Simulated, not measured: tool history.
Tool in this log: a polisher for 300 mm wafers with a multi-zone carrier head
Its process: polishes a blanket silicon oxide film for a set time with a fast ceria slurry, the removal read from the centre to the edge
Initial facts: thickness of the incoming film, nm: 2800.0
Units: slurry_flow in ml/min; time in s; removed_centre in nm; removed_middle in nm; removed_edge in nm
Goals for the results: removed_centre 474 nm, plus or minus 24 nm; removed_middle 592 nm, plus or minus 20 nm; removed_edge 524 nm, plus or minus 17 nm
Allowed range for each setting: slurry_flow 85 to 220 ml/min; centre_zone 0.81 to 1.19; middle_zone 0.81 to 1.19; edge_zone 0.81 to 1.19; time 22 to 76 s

run	hour	slurry_flow	centre_zone	middle_zone	edge_zone	time	removed_centre	removed_middle	removed_edge
1	0	140	1	1	1	49	1050.7	1096.5	1084.8
2	3	140	1	1	0.94	49	1055.2	1075.9	1045.3
3	6.8	105	1	1	0.94	49	1008.7	1037.8	1023.3
4	11.4	105	1	0.93	0.94	49	1027.5	983.08	1030.9
5	12	100	0.95	0.97	0.89	40	774.8	827.9	808.27
6	17.7	100	0.92	0.99	0.87	34	650.91	708.62	685.63
7	18.5	100	0.92	0.99	0.87	34	651.66	714.53	678.86
8	21	100	0.89	1.01	0.86	31	556.92	660.21	613.14
9	24.9	100	0.88	1.02	0.85	29	520.54	628.71	573.8
10	27.3	100	0.88	1.02	0.85	29	514.57	624.4	583.14
11	30.7	100	0.89	1.04	0.84	28	511.49	614.65	562.61
12	32.2	100	0.89	1.04	0.84	28	504.01	610.14	550.36

Which of these 5 next moves meets every target?
A	33.7	90	0.93	1.11	0.91	29	?	?	?
B	33.7	90	0.91	1.11	0.89	26	?	?	?
C	33.7	95	0.93	1.04	0.83	31	?	?	?
D	33.7	120	0.98	1.03	0.81	28	?	?	?
E	33.7	85	0.92	1.11	0.91	28	?	?	?

move	removed_centre	removed_middle	removed_edge
A	538.68	655.15	581.73
B	472.48	587.46	516.27
C	581.42	668.4	600.71
D	577.42	621.06	550.75
E	508.91	626.67	558.09
A: misses by more than the last run did
B: all results land within tolerance of their targets
C: misses by more than the last run did
D: misses by more than the last run did
E: misses by more than the last run did
B is the move that brings every result within its allowed miss.
